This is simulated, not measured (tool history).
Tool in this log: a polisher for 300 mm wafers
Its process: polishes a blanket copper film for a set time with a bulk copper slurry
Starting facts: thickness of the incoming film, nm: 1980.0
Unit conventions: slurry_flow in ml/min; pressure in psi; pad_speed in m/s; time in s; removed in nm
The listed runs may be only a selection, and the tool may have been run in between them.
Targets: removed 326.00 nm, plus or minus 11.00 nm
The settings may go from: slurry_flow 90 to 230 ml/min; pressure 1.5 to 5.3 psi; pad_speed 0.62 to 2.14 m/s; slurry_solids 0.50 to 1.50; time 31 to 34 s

| run | hour | slurry_flow | pressure | pad_speed | slurry_solids | time | removed |
|---|---|---|---|---|---|---|---|
| 1 | 0.0 | 150 | 3.4 | 1.38 | 1.00 | 34 | 633.82 |
| 2 | 3.4 | 150 | 3.1 | 1.38 | 1.00 | 34 | 574.87 |
| 3 | 6.5 | 145 | 2.7 | 1.36 | 1.00 | 34 | 492.07 |
| 4 | 13.1 | 145 | 2.7 | 1.36 | 1.00 | 31 | 450.97 |
| 5 | 18.7 | 145 | 2.7 | 1.36 | 1.00 | 34 | 498.11 |
| 6 | 26.6 | 145 | 2.7 | 1.36 | 1.20 | 34 | 516.77 |
| 7 | 32.2 | 140 | 2.4 | 1.34 | 1.20 | 34 | 465.42 |
| 8 | 38.7 | 140 | 2.2 | 1.32 | 1.20 | 34 | 417.81 |
| 9 | 44.7 | 135 | 2.0 | 1.32 | 1.20 | 34 | 381.02 |
| 10 | 51.2 | 130 | 1.9 | 1.32 | 1.20 | 34 | 353.77 |
| 11 | 55.4 | 130 | 1.9 | 1.32 | 1.20 | 34 | 364.01 |
| 12 | 57.7 | 125 | 1.9 | 1.32 | 1.20 | 34 | 353.04 |
| 13 | 61.7 | 120 | 1.9 | 1.32 | 1.20 | 34 | 350.51 |
| 14 | 65.4 | 120 | 1.9 | 1.32 | 1.20 | 34 | 348.95 |
| 15 | 69.1 | 115 | 1.9 | 1.32 | 1.20 | 34 | 350.35 |
| 16 | 77.9 | 110 | 1.9 | 1.32 | 1.20 | 34 | 337.02 |

Next run, 5 choices. One meets every target within its allowed miss, the rest don't. Which?
| A | 86.7 | 140 | 2.1 | 1.18 | 1.20 | 34 | ? |
| B | 86.7 | 150 | 1.9 | 1.16 | 1.50 | 32 | ? |
| C | 86.7 | 105 | 1.8 | 1.46 | 1.15 | 34 | ? |
| D | 86.7 | 120 | 1.8 | 1.46 | 1.05 | 34 | ? |
| E | 86.7 | 130 | 2.4 | 1.20 | 1.05 | 31 | ? |

| move | removed |
|---|---|
| A | 357.66 |
| B | 323.76 |
| C | 350.69 |
| D | 354.62 |
| E | 357.09 |
A: its largest miss is bigger than the last run's
B: meets every target
C: its largest miss is bigger than the last run's
D: its largest miss is bigger than the last run's
E: its largest miss is bigger than the last run's
So the answer is move B, the one that meets all the targets.
